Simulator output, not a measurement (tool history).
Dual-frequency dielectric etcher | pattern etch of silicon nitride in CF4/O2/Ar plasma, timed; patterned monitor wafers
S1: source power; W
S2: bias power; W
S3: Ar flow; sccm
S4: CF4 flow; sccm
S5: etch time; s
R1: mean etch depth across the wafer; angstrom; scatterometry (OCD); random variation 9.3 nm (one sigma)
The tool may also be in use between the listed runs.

run  hour   S1  S2  S3   S4     S5     R1
  1   0.0  720  66  84  130  584.5  17178
  2   3.9  720  66  84  140  584.5  17147
  3  10.9  720  74  84  140  584.5  17883
  4  16.6  690  74  84  140  584.5  17447
  5  25.4  690  74  84  131  584.5  17230
  6  31.5  690  84  84  131  584.5  18264
  7  39.2  650  84  84  131  584.5  17273
  8  44.7  620  84  84  131  584.5  16553

Forecast run 9:
  9  49.0  600  84  84  131  584.5   ?

{"run 9": {"R1": 16330}}
